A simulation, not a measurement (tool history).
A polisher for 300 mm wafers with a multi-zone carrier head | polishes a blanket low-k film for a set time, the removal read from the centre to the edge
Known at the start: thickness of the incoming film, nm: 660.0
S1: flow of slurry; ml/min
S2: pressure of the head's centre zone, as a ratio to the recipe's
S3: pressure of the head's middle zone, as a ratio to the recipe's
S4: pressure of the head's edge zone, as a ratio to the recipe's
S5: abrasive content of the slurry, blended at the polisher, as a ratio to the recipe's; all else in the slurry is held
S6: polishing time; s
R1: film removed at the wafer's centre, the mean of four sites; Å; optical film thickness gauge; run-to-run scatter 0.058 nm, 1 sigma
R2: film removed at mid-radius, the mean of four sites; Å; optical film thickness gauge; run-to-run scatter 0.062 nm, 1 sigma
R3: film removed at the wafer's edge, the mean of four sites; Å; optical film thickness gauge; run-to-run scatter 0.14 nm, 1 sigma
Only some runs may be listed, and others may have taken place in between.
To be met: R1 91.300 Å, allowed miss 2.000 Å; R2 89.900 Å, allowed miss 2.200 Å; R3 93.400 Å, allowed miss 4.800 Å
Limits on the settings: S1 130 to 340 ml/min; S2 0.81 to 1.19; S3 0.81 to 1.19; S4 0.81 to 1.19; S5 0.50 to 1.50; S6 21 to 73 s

run	hour	S1	S2	S3	S4	S5	S6	R1	R2	R3
1	0.0	220	1.00	1.00	1.00	1.00	47	101.540	101.190	100.850
2	4.6	220	1.00	0.93	1.00	1.00	47	99.776	96.089	101.780
3	6.3	210	1.00	0.93	0.99	1.00	47	100.120	93.936	103.670
4	12.2	210	0.99	0.93	0.98	1.00	47	98.576	92.656	100.100
5	18.5	205	0.98	0.94	0.97	1.00	47	96.189	93.412	101.150
# hour 27.2: worn pad replaced by a new one
6	27.2	205	0.98	0.87	0.97	1.00	47	109.130	100.370	110.430
7	35.9	200	0.98	0.89	0.96	1.00	47	109.700	101.910	111.850
8	36.8	200	0.99	0.91	0.97	1.00	47	110.880	103.360	111.700
9	40.0	210	0.99	0.91	0.97	1.00	47	110.260	105.230	111.040
10	47.4	205	0.99	0.93	0.97	1.00	47	110.080	105.210	111.890
11	55.3	220	0.98	0.92	0.97	1.00	47	111.020	103.820	113.210
12	62.4	210	0.98	0.92	0.97	1.00	47	110.580	104.440	112.560
13	68.7	200	0.99	0.93	0.97	1.00	47	110.210	105.690	112.980

5 candidate next runs follow, results not yet known. Just one meets every target within its allowed miss. Identify it.
A	75.0	230	1.03	0.93	0.90	1.00	56	?	?	?
B	75.0	200	0.94	0.97	0.99	0.95	40	?	?	?
C	75.0	130	0.83	1.16	0.90	0.90	58	?	?	?
D	75.0	160	0.96	0.93	0.91	0.95	43	?	?	?
E	75.0	215	1.02	1.13	0.93	0.95	37	?	?	?

move	R1	R2	R3
A	140.310	127.210	130.660
B	86.858	89.543	93.387
C	97.237	133.130	117.220
D	91.014	89.257	93.646
E	88.433	94.920	84.393
A: its largest miss is bigger than the last run's
B: takes the result that was furthest off past its target
C: its largest miss is bigger than the last run's
D: all results in spec
E: takes the result that was furthest off past its target
D is the move that brings every result within its allowed miss.
